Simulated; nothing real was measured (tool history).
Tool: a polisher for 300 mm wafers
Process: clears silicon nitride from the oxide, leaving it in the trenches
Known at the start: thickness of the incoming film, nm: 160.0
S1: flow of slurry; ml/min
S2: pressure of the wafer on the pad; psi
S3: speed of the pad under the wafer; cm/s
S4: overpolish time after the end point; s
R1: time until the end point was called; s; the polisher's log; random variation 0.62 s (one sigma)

run 1 hour=0 | S1=205 S2=3.1 S3=130 S4=53 | R1=103.71
run 2 hour=6.1 | S1=205 S2=3.1 S3=130 S4=57 | R1=104.26
run 3 hour=7.9 | S1=175 S2=3.1 S3=130 S4=57 | R1=104.31
run 4 hour=13.1 | S1=175 S2=3.1 S3=130 S4=57 | R1=105.52
run 5 hour=18.9 | S1=130 S2=3.1 S3=130 S4=57 | R1=108.91
run 6 hour=22.2 | S1=130 S2=3.1 S3=130 S4=53 | R1=110.14
run 7 hour=30.7 | S1=140 S2=3.5 S3=130 S4=53 | R1=95.673
-- hour=39.6 slurry nozzle cleaned
run 8 hour=39.6 | S1=145 S2=3.8 S3=130 S4=53 | R1=85.2
run 9 hour=43.8 | S1=150 S2=4 S3=130 S4=53 | R1=79.985
run 10 hour=50.4 | S1=155 S2=4.1 S3=130 S4=53 | R1=77.812
run 11 hour=56 | S1=160 S2=4.2 S3=130 S4=53 | R1=77.204

Run 12 comes next. What will it give?
run 12 hour=60.8 | S1=160 S2=4.3 S3=130 S4=53 | R1=?

R1: 74.002 s

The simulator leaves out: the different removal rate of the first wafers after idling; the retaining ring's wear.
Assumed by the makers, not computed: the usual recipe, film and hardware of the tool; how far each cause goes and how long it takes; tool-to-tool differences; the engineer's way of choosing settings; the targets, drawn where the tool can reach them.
